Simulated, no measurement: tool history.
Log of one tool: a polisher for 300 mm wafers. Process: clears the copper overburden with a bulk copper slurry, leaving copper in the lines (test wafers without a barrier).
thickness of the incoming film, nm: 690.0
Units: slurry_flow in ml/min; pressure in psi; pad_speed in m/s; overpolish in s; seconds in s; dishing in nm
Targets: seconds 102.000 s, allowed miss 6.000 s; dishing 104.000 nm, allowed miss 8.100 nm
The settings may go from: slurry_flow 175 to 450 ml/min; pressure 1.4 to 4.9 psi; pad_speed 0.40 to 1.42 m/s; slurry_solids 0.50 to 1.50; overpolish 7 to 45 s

run  hour  slurry_flow  pressure  pad_speed  slurry_solids  overpolish  seconds  dishing
  1   0.0          290       3.1       0.90           1.00          23   66.846  115.680
  2   3.6          290       3.1       1.12           1.00          23   57.956  120.310
  3   6.1          290       2.8       1.10           1.00          25   64.015  116.100
  4   8.8          340       2.8       1.10           1.00          25   63.279  122.960
  5  16.7          340       2.6       1.08           1.00          26   68.760  111.260
  6  18.2          340       2.4       1.06           1.00          28   73.631  111.170
  7  20.7          340       2.3       1.04           1.00          30   77.837  108.390
  8  22.9          340       2.2       1.02           1.00          32   81.966  115.190
  9  31.1          340       1.5       1.00           1.00          33  120.120   83.619
 10  33.3          345       1.6       1.00           1.00          34  114.210   91.282
 11  34.4          350       1.6       1.00           1.00          34  116.030   91.987

5 next moves are on the table. One of them brings every result within its allowed miss. Which?
  A  35.5          375       1.4       1.08           1.10          45        ?        ?
  B  35.5          370       1.4       1.08           0.95          29        ?        ?
  C  35.5          280       1.5       1.20           1.05          32        ?        ?
  D  35.5          435       1.9       1.02           0.75          34        ?        ?
  E  35.5          380       1.5       1.14           0.70          32        ?        ?

move  seconds  dishing
   A  120.040   98.614
   B  124.930   80.865
   C  108.860   91.961
   D  102.840  103.140
   E  122.510   87.170
A: further off than the last run
B: further off than the last run
C: nearer than the last run, and not there yet
D: meets every target
E: further off than the last run
The right move is D.
